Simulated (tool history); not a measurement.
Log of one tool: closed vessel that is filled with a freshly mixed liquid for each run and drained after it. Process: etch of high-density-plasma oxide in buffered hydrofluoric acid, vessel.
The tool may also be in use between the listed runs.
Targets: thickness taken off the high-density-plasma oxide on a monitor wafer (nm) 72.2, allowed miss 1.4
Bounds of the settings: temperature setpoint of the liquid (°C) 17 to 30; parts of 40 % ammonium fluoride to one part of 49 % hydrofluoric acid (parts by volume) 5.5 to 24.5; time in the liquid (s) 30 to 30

run,hour,temperature setpoint of the liquid (°C),parts of 40 % ammonium fluoride to one part of 49 % hydrofluoric acid (parts by volume),time in the liquid (s),thickness taken off the high-density-plasma oxide on a monitor wafer (nm)
1,0,22,15,30,30.645
2,6.8,22,15,30,30.866
3,9.1,23.5,13.5,30,37.51
4,10.6,22,13.5,30,34.062
5,19.1,23.5,12.5,30,40.031
6,22.8,25,12,30,44.914
7,23.7,26,11.5,30,50.024
8,27.6,27,11,30,54.986
9,34.5,30,9,30,75.567

Which of these 4 next moves meets every target?
A,41.4,25.5,7.5,30,?
B,41.4,30,8.5,30,?
C,41.4,29.5,8.5,30,?
D,41.4,28.5,8,30,?

move,thickness taken off the high-density-plasma oxide on a monitor wafer (nm)
A,72.296
B,80.204
C,78.127
D,79.142
A: meets every target
B: further off than the last run
C: further off than the last run
D: further off than the last run
Answer: A
